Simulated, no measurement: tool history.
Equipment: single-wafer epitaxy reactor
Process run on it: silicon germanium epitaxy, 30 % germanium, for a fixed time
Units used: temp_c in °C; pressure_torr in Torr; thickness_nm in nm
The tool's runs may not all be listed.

| run | day | temp_c | pressure_torr | thickness_nm |
|---|---|---|---|---|
| 1 | 0 | 585 | 20.3 | 45.358 |
| 2 | 0.142 | 588 | 20.5 | 48.187 |
| 3 | 0.4 | 578 | 20.5 | 40.791 |
| 4 | 0.517 | 582 | 20.9 | 44.101 |
| 5 | 0.688 | 585 | 21.2 | 46.722 |
| 6 | 0.821 | 588 | 21.4 | 49.687 |
| 7 | 1.146 | 591 | 21.5 | 52.021 |
| 8 | 1.262 | 593 | 21.7 | 54.288 |

Run 9 has not been measured yet. What should we expect?
| 9 | 1.4 | 595 | 21.8 | ? |

Run 9 gave thickness_nm 56.098 nm.
